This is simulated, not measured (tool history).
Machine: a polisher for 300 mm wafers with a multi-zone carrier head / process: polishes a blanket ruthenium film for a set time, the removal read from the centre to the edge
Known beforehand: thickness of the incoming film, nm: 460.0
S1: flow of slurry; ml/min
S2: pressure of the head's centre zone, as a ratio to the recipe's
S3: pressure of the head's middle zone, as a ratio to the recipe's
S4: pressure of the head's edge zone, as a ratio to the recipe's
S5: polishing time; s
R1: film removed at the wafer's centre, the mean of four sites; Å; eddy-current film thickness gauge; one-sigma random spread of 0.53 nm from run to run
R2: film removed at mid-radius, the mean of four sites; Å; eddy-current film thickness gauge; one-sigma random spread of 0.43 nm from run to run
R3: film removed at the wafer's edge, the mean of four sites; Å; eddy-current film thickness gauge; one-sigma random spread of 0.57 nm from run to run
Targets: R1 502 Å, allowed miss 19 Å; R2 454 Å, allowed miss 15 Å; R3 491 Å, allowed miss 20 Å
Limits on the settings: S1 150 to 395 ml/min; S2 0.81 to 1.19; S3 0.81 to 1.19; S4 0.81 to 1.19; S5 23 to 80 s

Run 1, hour 0: S1 250 ml/min, S2 1, S3 1, S4 1, S5 51 s. Result: R1 660.25 Å, R2 643.19 Å, R3 684.98 Å.
Run 2, hour 8.8: S1 250 ml/min, S2 1, S3 0.97, S4 0.96, S5 47 s. Result: R1 600.49 Å, R2 574.95 Å, R3 601.22 Å.
Run 3, hour 10: S1 240 ml/min, S2 0.98, S3 0.92, S4 0.93, S5 46 s. Result: R1 569.81 Å, R2 537.11 Å, R3 577.94 Å.
Run 4, hour 16.7: S1 270 ml/min, S2 0.98, S3 0.92, S4 0.93, S5 46 s. Result: R1 590.06 Å, R2 561.74 Å, R3 608.43 Å.
Run 5, hour 18.7: S1 235 ml/min, S2 0.98, S3 0.9, S4 0.91, S5 45 s. Result: R1 550.91 Å, R2 520.57 Å, R3 555.4 Å.
Run 6, hour 25.8: S1 215 ml/min, S2 0.98, S3 0.88, S4 0.9, S5 45 s. Result: R1 542.29 Å, R2 489.06 Å, R3 553.52 Å.
Run 7, hour 29.7: S1 200 ml/min, S2 0.98, S3 0.89, S4 0.87, S5 45 s. Result: R1 533.56 Å, R2 498.22 Å, R3 536.24 Å.
Run 8, hour 33.9: S1 190 ml/min, S2 0.98, S3 0.88, S4 0.85, S5 44 s. Result: R1 513.98 Å, R2 472.11 Å, R3 512.92 Å.

Which one of the following 5 next-run settings gets every result inside its allowed miss? There is exactly one.
Run A, hour 38.1: S1 210 ml/min, S2 0.91, S3 0.87, S4 0.87, S5 45 s. Result: R1 ?, R2 ?, R3 ?.
Run B, hour 38.1: S1 175 ml/min, S2 1.05, S3 0.91, S4 0.88, S5 42 s. Result: R1 ?, R2 ?, R3 ?.
Run C, hour 38.1: S1 230 ml/min, S2 1, S3 0.88, S4 1.01, S5 42 s. Result: R1 ?, R2 ?, R3 ?.
Run D, hour 38.1: S1 170 ml/min, S2 0.96, S3 0.93, S4 0.88, S5 45 s. Result: R1 ?, R2 ?, R3 ?.
Run E, hour 38.1: S1 250 ml/min, S2 0.98, S3 0.97, S4 0.82, S5 40 s. Result: R1 ?, R2 ?, R3 ?.

move      R1      R2      R3
   A  521.51   493.7  542.31
   B  509.65  455.81  491.83
   C   531.5  474.36  550.58
   D  507.81   493.2  523.71
   E  508.82  498.36  481.48
A: the biggest miss grows against the last run
B: all results in spec
C: the biggest miss grows against the last run
D: the biggest miss grows against the last run
E: the biggest miss grows against the last run
B is the move that brings every result within its allowed miss.
